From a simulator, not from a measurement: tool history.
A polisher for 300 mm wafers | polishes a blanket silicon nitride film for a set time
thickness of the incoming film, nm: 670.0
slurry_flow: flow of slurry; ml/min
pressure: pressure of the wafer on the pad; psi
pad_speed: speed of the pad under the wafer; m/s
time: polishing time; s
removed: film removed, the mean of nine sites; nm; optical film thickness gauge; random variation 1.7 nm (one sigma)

run    day  slurry_flow  pressure  pad_speed  time  removed
  1      0          310       3.5        1.4   104   219.32
  2  0.112          310       3.1       1.38   104   194.14
  3  0.404          310       3.1       1.26   104   183.16
  4  0.554          310       2.9       1.26   104   175.28
  5  0.758          310       2.8       1.26   104   172.26
  6  1.129          345       2.8       1.26   104   169.02
  7  1.396          345       2.7       1.26   104   171.73

The next listed run, before its measurement:
  8  1.646          330       2.6       1.26   104        ?

removed: 168.55 nm
